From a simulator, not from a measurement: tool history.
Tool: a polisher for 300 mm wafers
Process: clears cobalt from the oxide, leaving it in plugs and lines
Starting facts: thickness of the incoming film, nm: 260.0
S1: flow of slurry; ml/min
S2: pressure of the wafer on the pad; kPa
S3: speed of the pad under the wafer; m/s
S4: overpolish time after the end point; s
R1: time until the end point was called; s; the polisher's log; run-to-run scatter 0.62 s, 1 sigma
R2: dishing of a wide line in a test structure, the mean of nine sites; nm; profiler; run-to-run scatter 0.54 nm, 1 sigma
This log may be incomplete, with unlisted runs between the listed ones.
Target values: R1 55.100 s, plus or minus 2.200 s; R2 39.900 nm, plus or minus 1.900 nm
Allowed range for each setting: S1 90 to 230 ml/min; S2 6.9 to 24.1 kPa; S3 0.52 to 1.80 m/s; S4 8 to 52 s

Run 1, hour 0.0: S1 150 ml/min, S2 15.2 kPa, S3 1.16 m/s, S4 26 s. Result: R1 49.778 s, R2 50.134 nm.
Run 2, hour 1.0: S1 145 ml/min, S2 14.5 kPa, S3 1.16 m/s, S4 20 s. Result: R1 51.943 s, R2 45.209 nm.
Run 3, hour 9.1: S1 145 ml/min, S2 14.5 kPa, S3 1.26 m/s, S4 20 s. Result: R1 48.835 s, R2 47.846 nm.
Run 4, hour 9.9: S1 145 ml/min, S2 14.5 kPa, S3 1.54 m/s, S4 20 s. Result: R1 39.129 s, R2 49.188 nm.
Run 5, hour 18.7: S1 125 ml/min, S2 14.5 kPa, S3 1.54 m/s, S4 20 s. Result: R1 40.826 s, R2 48.962 nm.
Run 6, hour 22.9: S1 95 ml/min, S2 14.5 kPa, S3 1.54 m/s, S4 20 s. Result: R1 44.760 s, R2 48.727 nm.
Run 7, hour 29.3: S1 105 ml/min, S2 13.1 kPa, S3 1.54 m/s, S4 16 s. Result: R1 46.521 s, R2 43.597 nm.
Run 8, hour 31.3: S1 95 ml/min, S2 9.7 kPa, S3 1.54 m/s, S4 14 s. Result: R1 66.524 s, R2 35.242 nm.
Run 9, hour 39.0: S1 95 ml/min, S2 9.7 kPa, S3 1.54 m/s, S4 14 s. Result: R1 65.686 s, R2 34.805 nm.
Run 10, hour 41.7: S1 110 ml/min, S2 9.7 kPa, S3 1.54 m/s, S4 16 s. Result: R1 63.200 s, R2 37.859 nm.
Run 11, hour 46.1: S1 120 ml/min, S2 9.7 kPa, S3 1.54 m/s, S4 16 s. Result: R1 61.831 s, R2 39.698 nm.
Run 12, hour 49.0: S1 130 ml/min, S2 9.7 kPa, S3 1.54 m/s, S4 14 s. Result: R1 60.122 s, R2 36.690 nm.
Run 13, hour 50.7: S1 140 ml/min, S2 9.7 kPa, S3 1.54 m/s, S4 15 s. Result: R1 58.500 s, R2 38.439 nm.
Run 14, hour 57.5: S1 145 ml/min, S2 9.7 kPa, S3 1.54 m/s, S4 15 s. Result: R1 58.889 s, R2 38.931 nm.

Next run, 4 choices. One meets every target within its allowed miss, the rest don't. Which?
Run A, hour 64.3: S1 145 ml/min, S2 11.0 kPa, S3 1.30 m/s, S4 16 s. Result: R1 ?, R2 ?.
Run B, hour 64.3: S1 160 ml/min, S2 9.0 kPa, S3 1.46 m/s, S4 17 s. Result: R1 ?, R2 ?.
Run C, hour 64.3: S1 125 ml/min, S2 9.7 kPa, S3 1.46 m/s, S4 18 s. Result: R1 ?, R2 ?.
Run D, hour 64.3: S1 115 ml/min, S2 11.0 kPa, S3 1.52 m/s, S4 15 s. Result: R1 ?, R2 ?.

move      R1      R2
   A  61.245  39.502
   B  65.726  39.340
   C  64.443  40.765
   D  55.739  40.020
A: its largest miss is bigger than the last run's
B: its largest miss is bigger than the last run's
C: its largest miss is bigger than the last run's
D: meets every target
The right move is D.
